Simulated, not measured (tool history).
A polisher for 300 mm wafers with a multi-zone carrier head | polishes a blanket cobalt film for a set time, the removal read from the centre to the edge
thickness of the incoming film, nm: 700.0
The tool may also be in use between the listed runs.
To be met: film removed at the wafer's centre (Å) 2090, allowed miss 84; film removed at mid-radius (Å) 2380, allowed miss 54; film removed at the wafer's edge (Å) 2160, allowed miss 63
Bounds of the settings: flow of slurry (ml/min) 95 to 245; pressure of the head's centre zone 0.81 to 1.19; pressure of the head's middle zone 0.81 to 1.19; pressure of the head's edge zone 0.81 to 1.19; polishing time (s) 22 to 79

| run | day | flow of slurry (ml/min) | pressure of the head's centre zone | pressure of the head's middle zone | pressure of the head's edge zone | polishing time (s) | film removed at the wafer's centre (Å) | film removed at mid-radius (Å) | film removed at the wafer's edge (Å) |
|---|---|---|---|---|---|---|---|---|---|
| 1 | 0 | 155 | 1 | 1 | 1 | 50 | 1894.8 | 1922.9 | 1889 |
| 2 | 0.204 | 165 | 1 | 1.02 | 1.02 | 50 | 1998.1 | 1993.7 | 1946 |
| 3 | 0.483 | 175 | 0.98 | 1.04 | 1.03 | 50 | 1912.1 | 2019.5 | 1954.3 |
| 4 | 0.621 | 175 | 0.94 | 1.04 | 1.03 | 50 | 1840.7 | 2017.5 | 1941.2 |
| 5 | 0.725 | 185 | 0.95 | 1.06 | 1.04 | 50 | 1880.2 | 2042.2 | 1987 |
| 6 | 1.075 | 190 | 0.95 | 1.08 | 1.04 | 50 | 1904.8 | 2113.7 | 1976.4 |
| 7 | 1.121 | 235 | 0.96 | 1.13 | 1.14 | 51 | 2048.1 | 2299.9 | 2167.6 |
| 8 | 1.379 | 235 | 0.96 | 1.14 | 1.14 | 51 | 2033.7 | 2314.4 | 2115 |

Which of these 4 next moves meets every target?
| A | 1.638 | 225 | 0.95 | 1.13 | 1.13 | 51 | ? | ? | ? |
| B | 1.638 | 235 | 1.05 | 1.14 | 1.16 | 48 | ? | ? | ? |
| C | 1.638 | 245 | 1.02 | 1.14 | 1.11 | 48 | ? | ? | ? |
| D | 1.638 | 245 | 0.96 | 1.12 | 1.07 | 53 | ? | ? | ? |

| move | film removed at the wafer's centre (Å) | film removed at mid-radius (Å) | film removed at the wafer's edge (Å) |
|---|---|---|---|
| A | 1953.3 | 2274.4 | 2145.5 |
| B | 2045.5 | 2166.9 | 2054.4 |
| C | 1997.3 | 2177.8 | 2015.7 |
| D | 2074.4 | 2369.3 | 2185.5 |
A: further off than the last run
B: further off than the last run
C: further off than the last run
D: meets every target
Move D is the one to make.

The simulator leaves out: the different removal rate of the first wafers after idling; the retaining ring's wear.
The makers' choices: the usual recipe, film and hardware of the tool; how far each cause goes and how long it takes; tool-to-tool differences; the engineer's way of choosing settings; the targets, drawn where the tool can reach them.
